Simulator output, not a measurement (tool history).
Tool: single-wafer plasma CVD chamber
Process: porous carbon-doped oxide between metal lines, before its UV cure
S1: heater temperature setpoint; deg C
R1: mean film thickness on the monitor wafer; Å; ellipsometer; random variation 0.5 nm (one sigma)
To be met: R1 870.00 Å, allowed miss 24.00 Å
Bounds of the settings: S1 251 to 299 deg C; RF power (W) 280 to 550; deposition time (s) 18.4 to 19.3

run 1 hour=0.0 | S1=275 RF_power_(W)=415 deposition_time_(s)=19.3 | R1=997.07
run 2 hour=4.5 | S1=284 RF_power_(W)=415 deposition_time_(s)=19.3 | R1=957.05
run 3 hour=8.2 | S1=284 RF_power_(W)=445 deposition_time_(s)=19.3 | R1=991.94
run 4 hour=14.8 | S1=284 RF_power_(W)=470 deposition_time_(s)=19.3 | R1=1019.30
run 5 hour=16.9 | S1=276 RF_power_(W)=470 deposition_time_(s)=19.3 | R1=1073.00
run 6 hour=22.0 | S1=279 RF_power_(W)=455 deposition_time_(s)=19.2 | R1=1045.40
run 7 hour=24.4 | S1=282 RF_power_(W)=445 deposition_time_(s)=19.1 | R1=989.02
run 8 hour=27.7 | S1=284 RF_power_(W)=440 deposition_time_(s)=19.1 | R1=978.96
run 9 hour=36.5 | S1=286 RF_power_(W)=435 deposition_time_(s)=19.0 | R1=956.07
-- hour=41.8 RF generator calibrated
run 10 hour=41.8 | S1=287 RF_power_(W)=430 deposition_time_(s)=19.0 | R1=968.35

Which of these 5 next moves meets every target?
run A hour=47.1 | S1=281 RF_power_(W)=495 deposition_time_(s)=19.3 | R1=?
run B hour=47.1 | S1=296 RF_power_(W)=410 deposition_time_(s)=18.4 | R1=?
run C hour=47.1 | S1=273 RF_power_(W)=345 deposition_time_(s)=19.3 | R1=?
run D hour=47.1 | S1=279 RF_power_(W)=425 deposition_time_(s)=19.3 | R1=?
run E hour=47.1 | S1=280 RF_power_(W)=440 deposition_time_(s)=19.3 | R1=?

move=A R1=1110.80
move=B R1=882.56
move=C R1=954.39
move=D R1=1033.80
move=E R1=1048.20
A: further off than the last run
B: meets every target
C: nearer than the last run, and not there yet
D: further off than the last run
E: further off than the last run
The right move is B.

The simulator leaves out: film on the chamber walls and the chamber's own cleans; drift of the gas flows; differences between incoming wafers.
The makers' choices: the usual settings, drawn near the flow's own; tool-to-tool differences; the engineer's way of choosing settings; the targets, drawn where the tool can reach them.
